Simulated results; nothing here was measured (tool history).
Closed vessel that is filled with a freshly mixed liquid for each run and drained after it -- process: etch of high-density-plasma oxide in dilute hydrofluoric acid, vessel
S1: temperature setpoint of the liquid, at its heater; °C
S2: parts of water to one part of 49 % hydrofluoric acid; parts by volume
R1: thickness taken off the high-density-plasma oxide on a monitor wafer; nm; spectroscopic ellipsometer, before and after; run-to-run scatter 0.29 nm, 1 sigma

Run 1, day 0: S1 25 °C, S2 60 parts by volume, time in the liquid (s) 425. Result: R1 56.656 nm.
Run 2, day 0.071: S1 27 °C, S2 60 parts by volume, time in the liquid (s) 425. Result: R1 61.915 nm.
Run 3, day 0.258: S1 24.5 °C, S2 60 parts by volume, time in the liquid (s) 425. Result: R1 56.472 nm.
Run 4, day 0.471: S1 27 °C, S2 60 parts by volume, time in the liquid (s) 425. Result: R1 62.259 nm.
Run 5, day 0.7: S1 24.5 °C, S2 60 parts by volume, time in the liquid (s) 425. Result: R1 56.321 nm.
Run 6, day 0.983: S1 22.5 °C, S2 60 parts by volume, time in the liquid (s) 425. Result: R1 51.013 nm.
Run 7, day 1.283: S1 21.5 °C, S2 60 parts by volume, time in the liquid (s) 425. Result: R1 49.2 nm.
Run 8, day 1.329: S1 20.5 °C, S2 60 parts by volume, time in the liquid (s) 425. Result: R1 47.189 nm.

Estimate the outcome of run 9 from the log above:
Run 9, day 1.688: S1 20 °C, S2 60 parts by volume, time in the liquid (s) 425. Result: R1 ?.

R1: 46.341 nm

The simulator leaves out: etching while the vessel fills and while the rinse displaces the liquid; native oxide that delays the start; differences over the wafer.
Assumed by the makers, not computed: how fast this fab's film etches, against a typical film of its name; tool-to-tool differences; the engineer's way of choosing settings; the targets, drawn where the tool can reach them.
